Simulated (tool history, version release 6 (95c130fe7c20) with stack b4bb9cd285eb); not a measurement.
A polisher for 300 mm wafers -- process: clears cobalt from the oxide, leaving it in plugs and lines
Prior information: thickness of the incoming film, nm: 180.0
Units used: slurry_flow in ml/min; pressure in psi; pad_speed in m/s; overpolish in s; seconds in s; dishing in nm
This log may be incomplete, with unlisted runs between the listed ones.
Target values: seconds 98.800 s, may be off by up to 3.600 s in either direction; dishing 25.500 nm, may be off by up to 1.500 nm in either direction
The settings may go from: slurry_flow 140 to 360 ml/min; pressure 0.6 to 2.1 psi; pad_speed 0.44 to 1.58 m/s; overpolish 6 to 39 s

Run 1, hour 0.0: slurry_flow 230 ml/min, pressure 1.3 psi, pad_speed 1.00 m/s, overpolish 20 s. Result: seconds 58.299 s, dishing 35.316 nm.
Run 2, hour 8.6: slurry_flow 275 ml/min, pressure 1.3 psi, pad_speed 1.00 m/s, overpolish 20 s. Result: seconds 55.354 s, dishing 36.149 nm.
Run 3, hour 13.1: slurry_flow 265 ml/min, pressure 1.2 psi, pad_speed 1.00 m/s, overpolish 20 s. Result: seconds 61.640 s, dishing 34.432 nm.
Run 4, hour 13.9: slurry_flow 260 ml/min, pressure 1.1 psi, pad_speed 1.00 m/s, overpolish 20 s. Result: seconds 65.792 s, dishing 32.538 nm.
Run 5, hour 21.1: slurry_flow 295 ml/min, pressure 1.1 psi, pad_speed 1.00 m/s, overpolish 20 s. Result: seconds 64.028 s, dishing 33.032 nm.
Run 6, hour 29.2: slurry_flow 285 ml/min, pressure 1.0 psi, pad_speed 1.00 m/s, overpolish 20 s. Result: seconds 71.807 s, dishing 31.429 nm.
Run 7, hour 30.5: slurry_flow 280 ml/min, pressure 1.0 psi, pad_speed 1.00 m/s, overpolish 20 s. Result: seconds 71.774 s, dishing 31.778 nm.
Run 8, hour 33.4: slurry_flow 275 ml/min, pressure 1.0 psi, pad_speed 1.00 m/s, overpolish 20 s. Result: seconds 72.155 s, dishing 31.143 nm.
Run 9, hour 38.7: slurry_flow 265 ml/min, pressure 1.0 psi, pad_speed 1.00 m/s, overpolish 20 s. Result: seconds 71.731 s, dishing 30.890 nm.
Run 10, hour 42.0: slurry_flow 260 ml/min, pressure 0.9 psi, pad_speed 1.00 m/s, overpolish 20 s. Result: seconds 79.467 s, dishing 29.326 nm.
Run 11, hour 46.4: slurry_flow 255 ml/min, pressure 0.9 psi, pad_speed 1.00 m/s, overpolish 20 s. Result: seconds 79.346 s, dishing 28.521 nm.
Run 12, hour 49.4: slurry_flow 245 ml/min, pressure 0.9 psi, pad_speed 1.00 m/s, overpolish 20 s. Result: seconds 79.721 s, dishing 30.203 nm.
Run 13, hour 55.6: slurry_flow 240 ml/min, pressure 0.9 psi, pad_speed 1.00 m/s, overpolish 20 s. Result: seconds 80.631 s, dishing 29.086 nm.
Run 14, hour 57.1: slurry_flow 235 ml/min, pressure 0.9 psi, pad_speed 1.00 m/s, overpolish 20 s. Result: seconds 81.663 s, dishing 28.261 nm.
Run 15, hour 60.2: slurry_flow 225 ml/min, pressure 0.9 psi, pad_speed 1.00 m/s, overpolish 20 s. Result: seconds 82.206 s, dishing 30.030 nm.
Run 16, hour 68.3: slurry_flow 220 ml/min, pressure 0.9 psi, pad_speed 1.00 m/s, overpolish 20 s. Result: seconds 82.622 s, dishing 28.627 nm.
Run 17, hour 70.1: slurry_flow 215 ml/min, pressure 0.9 psi, pad_speed 1.00 m/s, overpolish 20 s. Result: seconds 81.409 s, dishing 29.463 nm.
Run 18, hour 76.0: slurry_flow 210 ml/min, pressure 0.8 psi, pad_speed 1.00 m/s, overpolish 19 s. Result: seconds 93.804 s, dishing 25.797 nm.
Run 19, hour 82.6: slurry_flow 205 ml/min, pressure 0.8 psi, pad_speed 1.00 m/s, overpolish 19 s. Result: seconds 92.948 s, dishing 25.787 nm.
Run 20, hour 86.1: slurry_flow 205 ml/min, pressure 0.8 psi, pad_speed 1.00 m/s, overpolish 19 s. Result: seconds 92.666 s, dishing 26.289 nm.
Run 21, hour 94.6: slurry_flow 200 ml/min, pressure 0.8 psi, pad_speed 1.00 m/s, overpolish 19 s. Result: seconds 92.071 s, dishing 25.138 nm.
Run 22, hour 98.9: slurry_flow 200 ml/min, pressure 0.8 psi, pad_speed 1.00 m/s, overpolish 19 s. Result: seconds 94.165 s, dishing 25.334 nm.
Run 23, hour 107.8: slurry_flow 195 ml/min, pressure 0.8 psi, pad_speed 1.00 m/s, overpolish 19 s. Result: seconds 94.709 s, dishing 25.510 nm.
Run 24, hour 115.0: slurry_flow 195 ml/min, pressure 0.8 psi, pad_speed 1.00 m/s, overpolish 19 s. Result: seconds 94.767 s, dishing 26.545 nm.
Run 25, hour 119.9: slurry_flow 185 ml/min, pressure 0.8 psi, pad_speed 1.00 m/s, overpolish 18 s. Result: seconds 93.907 s, dishing 23.521 nm.

5 candidate next runs follow, results not yet known. Just one meets every target within its allowed miss. Identify it.
Run A, hour 124.8: slurry_flow 180 ml/min, pressure 0.9 psi, pad_speed 0.96 m/s, overpolish 18 s. Result: seconds ?, dishing ?.
Run B, hour 124.8: slurry_flow 175 ml/min, pressure 0.9 psi, pad_speed 0.86 m/s, overpolish 17 s. Result: seconds ?, dishing ?.
Run C, hour 124.8: slurry_flow 155 ml/min, pressure 0.6 psi, pad_speed 1.30 m/s, overpolish 20 s. Result: seconds ?, dishing ?.
Run D, hour 124.8: slurry_flow 155 ml/min, pressure 1.4 psi, pad_speed 0.66 m/s, overpolish 13 s. Result: seconds ?, dishing ?.
Run E, hour 124.8: slurry_flow 185 ml/min, pressure 0.9 psi, pad_speed 0.96 m/s, overpolish 18 s. Result: seconds ?, dishing ?.

move  seconds  dishing
   A   86.996   25.465
   B   97.231   22.535
   C   97.799   25.279
   D   83.744   20.545
   E   86.600   25.548
A: moves away from the targets compared with the last run
B: corrects the largest miss of the last run, while another result sits out of spec
C: all results in spec
D: moves away from the targets compared with the last run
E: moves away from the targets compared with the last run
So the answer is move C, the one that meets all the targets.
